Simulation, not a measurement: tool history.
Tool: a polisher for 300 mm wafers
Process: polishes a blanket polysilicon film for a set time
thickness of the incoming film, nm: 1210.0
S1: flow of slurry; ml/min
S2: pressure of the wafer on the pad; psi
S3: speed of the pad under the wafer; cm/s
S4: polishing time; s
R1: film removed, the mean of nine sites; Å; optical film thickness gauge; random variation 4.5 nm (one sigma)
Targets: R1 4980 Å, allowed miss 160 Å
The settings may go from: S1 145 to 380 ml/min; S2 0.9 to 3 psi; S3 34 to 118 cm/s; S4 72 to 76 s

run,hour,S1,S2,S3,S4,R1
1,0,245,1.9,76,72,2734.6
2,2.9,245,1.5,76,72,2336.9
3,4.7,245,1.7,78,72,2633.6
4,8.4,245,2.1,78,72,3072.7
5,14,245,2.2,80,72,3240.1
6,18.7,245,2.3,82,72,3408.4
7,23.8,245,2.4,84,72,3661.4
8,28.9,245,2.5,84,72,3735
9,30.4,245,2.6,86,72,3987.4
10,33.1,245,2.7,86,72,4004
11,36.1,245,2.7,88,72,4162.9
12,40.2,250,2.9,92,72,4666.6

Which of these 4 next moves meets every target?
A,44.3,245,3,86,76,?
B,44.3,270,3,94,73,?
C,44.3,295,2.4,100,75,?
D,44.3,245,3,88,74,?

move,R1
A,4707.1
B,4985.6
C,4602.9
D,4687
A: nearer than the last run, and not there yet
B: meets every target
C: further off than the last run
D: nearer than the last run, and not there yet
Answer: B
